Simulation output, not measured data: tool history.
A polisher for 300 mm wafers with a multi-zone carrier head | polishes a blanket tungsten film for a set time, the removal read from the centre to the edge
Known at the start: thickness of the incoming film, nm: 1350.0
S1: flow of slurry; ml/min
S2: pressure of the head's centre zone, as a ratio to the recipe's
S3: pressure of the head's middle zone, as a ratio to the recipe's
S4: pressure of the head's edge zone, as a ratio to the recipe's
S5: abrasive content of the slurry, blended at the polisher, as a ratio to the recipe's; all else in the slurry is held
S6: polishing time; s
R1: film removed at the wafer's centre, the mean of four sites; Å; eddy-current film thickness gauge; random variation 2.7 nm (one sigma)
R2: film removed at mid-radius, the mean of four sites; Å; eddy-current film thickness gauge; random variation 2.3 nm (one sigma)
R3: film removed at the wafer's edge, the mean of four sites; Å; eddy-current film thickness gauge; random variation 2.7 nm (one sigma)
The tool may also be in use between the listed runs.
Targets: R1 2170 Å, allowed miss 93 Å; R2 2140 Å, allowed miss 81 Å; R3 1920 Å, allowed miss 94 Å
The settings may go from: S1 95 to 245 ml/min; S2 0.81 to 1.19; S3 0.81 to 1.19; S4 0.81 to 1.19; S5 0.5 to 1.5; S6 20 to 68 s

{"run": 1, "hour": 0.0, "S1": 155, "S2": 1, "S3": 1, "S4": 1, "S5": 1, "S6": 44, "R1": 1536.3, "R2": 1569.7, "R3": 1525.9}
{"run": 2, "hour": 5.9, "S1": 155, "S2": 1.05, "S3": 1, "S4": 1, "S5": 1, "S6": 44, "R1": 1570.9, "R2": 1566.7, "R3": 1517.8}
{"run": 3, "hour": 8.8, "S1": 155, "S2": 1.05, "S3": 1, "S4": 1, "S5": 0.85, "S6": 44, "R1": 1511.2, "R2": 1467.1, "R3": 1471.8}
{"run": 4, "hour": 10.0, "S1": 155, "S2": 0.98, "S3": 1, "S4": 1, "S5": 0.85, "S6": 44, "R1": 1443.2, "R2": 1518.8, "R3": 1498.5}
{"run": 5, "hour": 18.1, "S1": 160, "S2": 1, "S3": 1.01, "S4": 1.01, "S5": 0.95, "S6": 45, "R1": 1525.8, "R2": 1596.1, "R3": 1580.6}
{"run": 6, "hour": 21.0, "S1": 140, "S2": 1, "S3": 1.01, "S4": 1.01, "S5": 0.95, "S6": 45, "R1": 1506.6, "R2": 1570.2, "R3": 1540.6}
{"run": 7, "hour": 22.9, "S1": 185, "S2": 1.1, "S3": 1.11, "S4": 1.07, "S5": 1.2, "S6": 48, "R1": 1948.1, "R2": 1938.9, "R3": 1901.6}
{"run": 8, "hour": 29.4, "S1": 185, "S2": 1.1, "S3": 1.11, "S4": 1.07, "S5": 1.2, "S6": 48, "R1": 1916.3, "R2": 1939.1, "R3": 1840.2}
{"run": 9, "hour": 37.4, "S1": 190, "S2": 1.11, "S3": 1.12, "S4": 1.07, "S5": 1.2, "S6": 48, "R1": 1921, "R2": 1981.1, "R3": 1808.5}
{"run": 10, "hour": 38.5, "S1": 190, "S2": 1.12, "S3": 1.12, "S4": 1.07, "S5": 1.2, "S6": 48, "R1": 1938.9, "R2": 1988.4, "R3": 1865.2}

5 next moves are on the table. One of them brings every result within its allowed miss. Which?
{"run": "A", "hour": 39.6, "S1": 165, "S2": 0.92, "S3": 1.06, "S4": 1.19, "S5": 1.05, "S6": 50, "R1": "?", "R2": "?", "R3": "?"}
{"run": "B", "hour": 39.6, "S1": 185, "S2": 1.18, "S3": 1.14, "S4": 0.98, "S5": 1.3, "S6": 51, "R1": "?", "R2": "?", "R3": "?"}
{"run": "C", "hour": 39.6, "S1": 195, "S2": 1.19, "S3": 0.99, "S4": 0.96, "S5": 1.45, "S6": 48, "R1": "?", "R2": "?", "R3": "?"}
{"run": "D", "hour": 39.6, "S1": 235, "S2": 1.12, "S3": 1.19, "S4": 0.83, "S5": 0.95, "S6": 57, "R1": "?", "R2": "?", "R3": "?"}
{"run": "E", "hour": 39.6, "S1": 190, "S2": 1.15, "S3": 1.15, "S4": 1.08, "S5": 1.05, "S6": 47, "R1": "?", "R2": "?", "R3": "?"}

move=A R1=1613.9 R2=1848 R3=2006.5
move=B R1=2147.2 R2=2107 R3=1980.7
move=C R1=2105.8 R2=1891.4 R3=1908.6
move=D R1=2228.9 R2=2330.6 R3=1961.1
move=E R1=1854.9 R2=1866.5 R3=1827.2
A: further off than the last run
B: meets every target
C: brings the result that was furthest off to its target, and leaves another outside
D: brings the result that was furthest off to its target, and leaves another outside
E: further off than the last run
Answer: B
